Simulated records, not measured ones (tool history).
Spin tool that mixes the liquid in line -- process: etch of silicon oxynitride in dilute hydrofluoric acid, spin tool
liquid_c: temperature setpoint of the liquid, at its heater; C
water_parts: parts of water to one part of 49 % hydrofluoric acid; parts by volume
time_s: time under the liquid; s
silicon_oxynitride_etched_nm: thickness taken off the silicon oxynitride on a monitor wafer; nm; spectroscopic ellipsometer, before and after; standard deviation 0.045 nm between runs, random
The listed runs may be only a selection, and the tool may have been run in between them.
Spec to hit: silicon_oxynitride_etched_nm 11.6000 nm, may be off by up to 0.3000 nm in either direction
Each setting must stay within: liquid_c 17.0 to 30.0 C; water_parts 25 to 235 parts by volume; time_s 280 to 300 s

run	hour	liquid_c	water_parts	time_s	silicon_oxynitride_etched_nm
1	0.0	22.0	130	280	8.7256
2	1.7	19.5	130	280	7.7955
3	3.4	22.0	130	280	8.7384
4	12.4	23.5	130	280	9.4182
5	17.0	23.5	115	280	10.8500
6	22.3	23.5	75	280	16.9150
7	29.7	21.5	75	280	15.5500
8	35.6	20.5	80	280	13.7470
9	40.9	19.5	80	280	13.1010
10	43.6	19.0	80	280	12.7430
11	48.3	18.5	80	280	12.4760
12	53.3	18.0	80	280	12.1980

Exercise: of the 5 proposed moves below, exactly one satisfies all targets within the stated allowed misses. Which move is it?
A	58.3	17.5	85	290	?
B	58.3	17.0	75	290	?
C	58.3	20.5	85	280	?
D	58.3	19.0	85	300	?
E	58.3	17.0	75	280	?

move	silicon_oxynitride_etched_nm
A	11.5100
B	12.8030
C	12.9020
D	12.8350
E	12.3610
A: all results land within tolerance of their targets
B: lands further from the targets than the last run did
C: lands further from the targets than the last run did
D: lands further from the targets than the last run did
E: lands further from the targets than the last run did
A is the move that brings every result within its allowed miss.
